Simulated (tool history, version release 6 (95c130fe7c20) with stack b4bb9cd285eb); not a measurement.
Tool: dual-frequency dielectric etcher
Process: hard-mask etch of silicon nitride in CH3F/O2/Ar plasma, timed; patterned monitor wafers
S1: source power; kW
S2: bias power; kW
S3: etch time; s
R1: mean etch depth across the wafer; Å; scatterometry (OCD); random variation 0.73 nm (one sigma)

{"run": 1, "hour": 0.0, "S1": 0.47, "S2": 0.059, "S3": 260.5, "R1": 1869.3}
{"run": 2, "hour": 2.9, "S1": 0.44, "S2": 0.058, "S3": 260.5, "R1": 1800.7}
{"run": 3, "hour": 5.0, "S1": 0.42, "S2": 0.058, "S3": 260.5, "R1": 1792}
{"run": 4, "hour": 9.5, "S1": 0.42, "S2": 0.066, "S3": 260.5, "R1": 1902.9}
{"run": 5, "hour": 16.4, "S1": 0.4, "S2": 0.064, "S3": 260.5, "R1": 1838.1}
{"run": 6, "hour": 21.7, "S1": 0.38, "S2": 0.063, "S3": 260.5, "R1": 1791.7}
{"run": 7, "hour": 25.1, "S1": 0.36, "S2": 0.062, "S3": 260.5, "R1": 1748.3}
{"run": 8, "hour": 27.5, "S1": 0.35, "S2": 0.061, "S3": 260.5, "R1": 1730.8}
{"run": 9, "hour": 30.8, "S1": 0.34, "S2": 0.06, "S3": 260.5, "R1": 1726.6}
{"run": 10, "hour": 39.4, "S1": 0.33, "S2": 0.059, "S3": 260.5, "R1": 1689.6}

Run 11 comes next. What will it give?
{"run": 11, "hour": 44.7, "S1": 0.32, "S2": 0.059, "S3": 260.5, "R1": "?"}

Run 11 gave R1 1676.4 Å.
